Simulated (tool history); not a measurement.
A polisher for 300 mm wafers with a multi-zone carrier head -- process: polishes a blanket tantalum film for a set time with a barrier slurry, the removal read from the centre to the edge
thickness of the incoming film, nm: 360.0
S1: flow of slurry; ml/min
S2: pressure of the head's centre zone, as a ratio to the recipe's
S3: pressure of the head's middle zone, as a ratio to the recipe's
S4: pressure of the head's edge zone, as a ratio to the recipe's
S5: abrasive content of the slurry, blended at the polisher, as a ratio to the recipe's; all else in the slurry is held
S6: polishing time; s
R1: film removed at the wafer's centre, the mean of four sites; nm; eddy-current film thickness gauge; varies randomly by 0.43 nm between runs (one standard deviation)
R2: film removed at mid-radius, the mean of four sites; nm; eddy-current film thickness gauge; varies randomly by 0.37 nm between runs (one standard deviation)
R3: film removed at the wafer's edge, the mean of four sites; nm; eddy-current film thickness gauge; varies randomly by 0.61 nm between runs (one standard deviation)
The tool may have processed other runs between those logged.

run	day	S1	S2	S3	S4	S5	S6	R1	R2	R3
1	0.000	145	1.00	1.00	1.00	1.00	56	72.782	71.409	71.442
2	0.162	145	1.00	1.00	1.00	1.00	44	56.245	55.804	56.634
3	0.412	145	1.00	1.00	1.00	1.00	53	69.187	67.418	68.178
4	0.512	140	1.01	0.98	1.00	1.00	53	69.177	65.914	67.653
5	0.554	140	1.01	0.98	1.00	1.10	53	70.257	68.897	70.597
6	0.646	140	1.01	0.98	1.00	1.30	53	75.120	71.866	73.863
7	1.004	135	1.02	0.96	0.99	1.25	53	74.216	68.701	71.704
8	1.117	130	1.02	0.94	0.98	1.25	53	74.262	68.151	71.489

Predict the results of run 9:
9	1.146	125	1.02	0.92	0.98	1.20	53	?	?	?

R1: 71.466 nm
R2: 64.729 nm
R3: 71.355 nm

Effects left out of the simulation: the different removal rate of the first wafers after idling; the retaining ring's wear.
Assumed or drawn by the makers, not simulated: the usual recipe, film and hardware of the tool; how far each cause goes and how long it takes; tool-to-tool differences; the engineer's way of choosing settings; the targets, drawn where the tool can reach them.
